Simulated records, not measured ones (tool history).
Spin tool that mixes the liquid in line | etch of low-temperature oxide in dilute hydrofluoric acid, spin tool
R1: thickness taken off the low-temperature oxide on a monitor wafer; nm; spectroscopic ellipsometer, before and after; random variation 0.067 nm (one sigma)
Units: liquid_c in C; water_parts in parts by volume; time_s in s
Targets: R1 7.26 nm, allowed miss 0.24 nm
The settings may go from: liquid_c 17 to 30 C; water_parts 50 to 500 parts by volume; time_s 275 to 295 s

Run 1, hour 0: liquid_c 22 C, water_parts 275 parts by volume, time_s 275 s. Result: R1 10.584 nm.
Run 2, hour 2.1: liquid_c 24 C, water_parts 275 parts by volume, time_s 275 s. Result: R1 11.174 nm.
Run 3, hour 10.5: liquid_c 23 C, water_parts 285 parts by volume, time_s 275 s. Result: R1 10.412 nm.
Run 4, hour 15.8: liquid_c 22 C, water_parts 295 parts by volume, time_s 275 s. Result: R1 9.6543 nm.
Run 5, hour 24.5: liquid_c 22 C, water_parts 245 parts by volume, time_s 275 s. Result: R1 12.165 nm.
Run 6, hour 28.3: liquid_c 19.5 C, water_parts 245 parts by volume, time_s 275 s. Result: R1 10.969 nm.
Run 7, hour 35.4: liquid_c 19 C, water_parts 260 parts by volume, time_s 275 s. Result: R1 10.081 nm.
Run 8, hour 41: liquid_c 18.5 C, water_parts 270 parts by volume, time_s 275 s. Result: R1 9.4881 nm.
Run 9, hour 46.8: liquid_c 18 C, water_parts 280 parts by volume, time_s 275 s. Result: R1 8.8864 nm.
Run 10, hour 55.3: liquid_c 18 C, water_parts 285 parts by volume, time_s 275 s. Result: R1 8.7192 nm.
Run 11, hour 59.3: liquid_c 18 C, water_parts 290 parts by volume, time_s 275 s. Result: R1 8.5095 nm.
Run 12, hour 63.4: liquid_c 18 C, water_parts 295 parts by volume, time_s 275 s. Result: R1 8.3391 nm.
Run 13, hour 70.4: liquid_c 18 C, water_parts 300 parts by volume, time_s 275 s. Result: R1 8.2939 nm.

Which of these 4 next moves meets every target?
Run A, hour 77.4: liquid_c 17.5 C, water_parts 285 parts by volume, time_s 295 s. Result: R1 ?.
Run B, hour 77.4: liquid_c 21.5 C, water_parts 305 parts by volume, time_s 285 s. Result: R1 ?.
Run C, hour 77.4: liquid_c 19.5 C, water_parts 340 parts by volume, time_s 275 s. Result: R1 ?.
Run D, hour 77.4: liquid_c 19.5 C, water_parts 360 parts by volume, time_s 275 s. Result: R1 ?.

move      R1
   A  9.2829
   B  9.5397
   C  7.4514
   D   6.919
A: further off than the last run
B: further off than the last run
C: meets every target
D: takes the result that was furthest off past its target
Move C is the one to make.
